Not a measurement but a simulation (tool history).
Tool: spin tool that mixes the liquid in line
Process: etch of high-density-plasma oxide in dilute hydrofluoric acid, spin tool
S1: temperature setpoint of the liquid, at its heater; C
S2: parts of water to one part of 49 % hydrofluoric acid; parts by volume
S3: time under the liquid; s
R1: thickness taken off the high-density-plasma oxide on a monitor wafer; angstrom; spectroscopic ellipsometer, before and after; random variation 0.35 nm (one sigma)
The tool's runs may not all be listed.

run,day,S1,S2,S3,R1
1,0.000,26,45,165,217.63
2,0.162,27,45,165,228.27
3,0.271,27,45,165,225.94
4,0.617,27,45,165,230.17
5,0.833,25,45,165,208.61
6,1.133,26,45,165,217.21
7,1.225,27,45,165,228.04

Run 8 comes next. What will it give?
8,1.450,28,45,165,?

R1: 235.40 angstrom
